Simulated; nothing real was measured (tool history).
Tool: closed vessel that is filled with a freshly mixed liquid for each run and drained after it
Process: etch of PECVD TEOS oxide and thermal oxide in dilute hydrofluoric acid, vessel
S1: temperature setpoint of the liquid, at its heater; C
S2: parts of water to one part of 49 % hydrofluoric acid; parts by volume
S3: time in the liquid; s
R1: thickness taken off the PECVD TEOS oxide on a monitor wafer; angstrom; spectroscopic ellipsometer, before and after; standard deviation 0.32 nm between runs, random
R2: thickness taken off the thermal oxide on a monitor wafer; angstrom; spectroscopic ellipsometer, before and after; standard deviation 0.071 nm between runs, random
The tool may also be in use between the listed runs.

run	hour	S1	S2	S3	R1	R2
1	0	20	90	140	306.38	54.315
2	2.2	21	90	140	316.12	57.483
3	3.3	21	75	140	384.58	69.324
4	4.7	21.5	75	140	397.89	71.387
5	10	18	75	140	343.12	61.05
6	15.4	18	75	160	390.09	70.333
# hour 24.4: thermometer replaced
7	24.4	19	75	160	429.64	76.919
8	29.7	19.5	75	160	443.3	79.804
9	31.2	20	75	160	454.74	80.713
10	39.5	20.5	75	160	464.57	82.937
11	47.8	21	75	160	470.08	84.69
12	54.6	21.5	75	160	481.71	85.657
13	63.4	22	75	160	491.59	87.329
14	71.1	22.5	75	160	497.35	89.442

Run 15 has not been measured yet. What should we expect?
15	77.2	23.5	75	160	?	?

Run 15 gave R1 523.11 angstrom, R2 93.102 angstrom.
